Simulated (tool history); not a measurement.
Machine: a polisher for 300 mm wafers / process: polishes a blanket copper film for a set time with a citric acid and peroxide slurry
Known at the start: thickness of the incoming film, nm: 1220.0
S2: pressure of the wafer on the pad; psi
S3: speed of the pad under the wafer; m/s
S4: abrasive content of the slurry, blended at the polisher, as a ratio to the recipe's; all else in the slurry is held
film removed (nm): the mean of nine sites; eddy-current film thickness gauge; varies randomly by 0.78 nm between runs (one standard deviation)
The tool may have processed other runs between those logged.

Run 1, day 0: flow of slurry (ml/min) 245, S2 2.4 psi, S3 0.9 m/s, S4 1, polishing time (s) 117. Result: film removed (nm) 150.38.
Run 2, day 0.267: flow of slurry (ml/min) 245, S2 2.2 psi, S3 0.82 m/s, S4 1, polishing time (s) 117. Result: film removed (nm) 130.1.
Run 3, day 0.488: flow of slurry (ml/min) 240, S2 2 psi, S3 0.76 m/s, S4 0.95, polishing time (s) 117. Result: film removed (nm) 105.49.
Run 4, day 0.642: flow of slurry (ml/min) 240, S2 1.9 psi, S3 0.72 m/s, S4 0.95, polishing time (s) 117. Result: film removed (nm) 98.018.
Run 5, day 0.708: flow of slurry (ml/min) 185, S2 1.9 psi, S3 0.72 m/s, S4 0.95, polishing time (s) 117. Result: film removed (nm) 93.06.
Run 6, day 0.842: flow of slurry (ml/min) 185, S2 1.8 psi, S3 0.7 m/s, S4 0.95, polishing time (s) 117. Result: film removed (nm) 86.622.

What will run 7 give?
Run 7, day 0.954: flow of slurry (ml/min) 185, S2 1.7 psi, S3 0.68 m/s, S4 0.95, polishing time (s) 117. Result: film removed (nm) ?.

film removed (nm): 79.949

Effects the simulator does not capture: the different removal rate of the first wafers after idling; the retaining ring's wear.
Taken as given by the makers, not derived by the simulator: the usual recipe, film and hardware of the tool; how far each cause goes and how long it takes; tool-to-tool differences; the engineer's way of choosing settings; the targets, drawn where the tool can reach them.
